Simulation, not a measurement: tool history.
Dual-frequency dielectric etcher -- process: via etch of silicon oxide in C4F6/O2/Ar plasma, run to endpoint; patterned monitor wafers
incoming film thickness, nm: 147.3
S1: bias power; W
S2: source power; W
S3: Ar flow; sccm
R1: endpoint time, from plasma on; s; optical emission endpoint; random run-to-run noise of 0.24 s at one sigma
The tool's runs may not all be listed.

run,hour,S1,S2,S3,R1
1,0.0,536,300,354,35.448
2,2.2,486,280,361,38.227
3,6.8,448,270,364,40.960
4,13.8,423,270,364,42.042
5,17.0,345,270,364,47.005
6,18.4,322,270,364,49.110

What does the tool deliver on the next run?
7,20.5,334,270,364,?

R1: 47.676 s

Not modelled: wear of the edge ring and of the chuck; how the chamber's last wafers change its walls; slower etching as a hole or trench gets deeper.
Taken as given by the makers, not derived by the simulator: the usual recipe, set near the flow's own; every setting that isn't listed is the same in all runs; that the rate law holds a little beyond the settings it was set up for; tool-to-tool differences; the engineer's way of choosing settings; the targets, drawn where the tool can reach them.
